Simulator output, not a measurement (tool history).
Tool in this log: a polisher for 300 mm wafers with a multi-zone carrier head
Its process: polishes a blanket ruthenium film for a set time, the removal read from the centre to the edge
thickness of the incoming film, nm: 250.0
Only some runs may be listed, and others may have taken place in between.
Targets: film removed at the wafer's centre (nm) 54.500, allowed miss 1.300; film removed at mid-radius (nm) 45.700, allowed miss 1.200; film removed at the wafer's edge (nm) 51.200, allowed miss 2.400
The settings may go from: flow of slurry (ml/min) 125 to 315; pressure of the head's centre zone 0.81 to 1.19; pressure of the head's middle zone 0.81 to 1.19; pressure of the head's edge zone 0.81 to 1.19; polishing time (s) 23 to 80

run	hour	flow of slurry (ml/min)	pressure of the head's centre zone	pressure of the head's middle zone	pressure of the head's edge zone	polishing time (s)	film removed at the wafer's centre (nm)	film removed at mid-radius (nm)	film removed at the wafer's edge (nm)
1	0.0	205	1.00	1.00	1.00	51	68.231	68.943	65.990
2	3.4	195	1.00	0.96	0.99	49	64.129	64.236	64.666
3	7.5	195	1.00	0.96	0.95	49	64.759	62.967	63.460
4	11.1	195	1.07	0.96	0.95	49	70.189	63.151	61.974
5	15.7	195	1.06	0.94	0.94	47	65.283	60.205	59.532
6	23.8	155	1.06	0.94	0.94	47	64.115	58.880	59.809
7	29.8	160	1.06	0.92	0.94	45	60.667	55.141	56.168
8	38.1	155	1.06	0.90	0.94	44	59.747	53.244	54.777
9	46.2	150	1.06	0.88	0.95	43	58.135	50.713	54.261
10	54.8	150	1.06	0.87	0.94	43	57.495	49.653	53.757
11	60.6	150	1.06	0.86	0.93	43	57.758	50.359	52.794
12	61.3	145	1.06	0.85	0.94	43	58.644	49.415	53.784
13	64.6	145	1.05	0.84	0.94	43	57.397	49.159	53.885

5 next moves are on the table. One of them brings every result within its allowed miss. Which?
A	67.9	125	0.96	0.88	0.97	48	?	?	?
B	67.9	175	1.17	0.81	1.00	40	?	?	?
C	67.9	150	1.07	0.92	0.88	45	?	?	?
D	67.9	145	1.03	0.84	0.98	45	?	?	?
E	67.9	135	1.07	0.84	0.99	41	?	?	?

move	film removed at the wafer's centre (nm)	film removed at mid-radius (nm)	film removed at the wafer's edge (nm)
A	57.229	54.623	58.412
B	61.305	44.973	51.108
C	61.655	54.203	53.299
D	58.993	50.634	55.902
E	55.217	45.659	50.812
A: its largest miss is bigger than the last run's
B: corrects the largest miss of the last run, while another result sits out of spec
C: its largest miss is bigger than the last run's
D: its largest miss is bigger than the last run's
E: each result inside its tolerance
Move E is the one to make.

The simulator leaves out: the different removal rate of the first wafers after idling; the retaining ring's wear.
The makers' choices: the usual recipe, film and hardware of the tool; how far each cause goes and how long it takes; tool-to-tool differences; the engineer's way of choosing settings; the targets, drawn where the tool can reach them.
